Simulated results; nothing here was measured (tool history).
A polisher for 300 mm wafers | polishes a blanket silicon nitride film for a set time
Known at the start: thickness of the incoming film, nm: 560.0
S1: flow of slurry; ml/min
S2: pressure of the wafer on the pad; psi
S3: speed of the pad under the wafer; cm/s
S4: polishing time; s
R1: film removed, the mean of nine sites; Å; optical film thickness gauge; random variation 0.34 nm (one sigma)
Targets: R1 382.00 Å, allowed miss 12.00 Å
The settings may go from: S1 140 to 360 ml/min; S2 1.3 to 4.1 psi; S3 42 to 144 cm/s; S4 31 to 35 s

run,hour,S1,S2,S3,S4,R1
1,0.0,230,2.7,92,35,485.34
2,2.9,230,3.1,92,35,554.37
3,6.7,230,3.0,92,35,538.87
4,14.5,230,2.9,92,35,514.60
5,19.3,230,2.8,92,35,507.28
6,27.1,230,2.8,112,35,592.95
7,30.5,230,2.6,112,35,545.91
8,34.2,230,2.5,112,35,521.18
9,39.4,230,2.4,112,35,507.61
10,42.6,220,1.7,110,35,358.42
11,46.4,225,1.7,110,35,356.20

4 next moves are on the table. One of them brings every result within its allowed miss. Which?
A,50.2,220,1.9,100,31,?
B,50.2,215,1.7,114,35,?
C,50.2,220,1.7,102,34,?
D,50.2,250,1.7,120,34,?

move,R1
A,320.18
B,359.20
C,320.79
D,374.64
A: further off than the last run
B: nearer than the last run, and not there yet
C: further off than the last run
D: meets every target
Answer: D
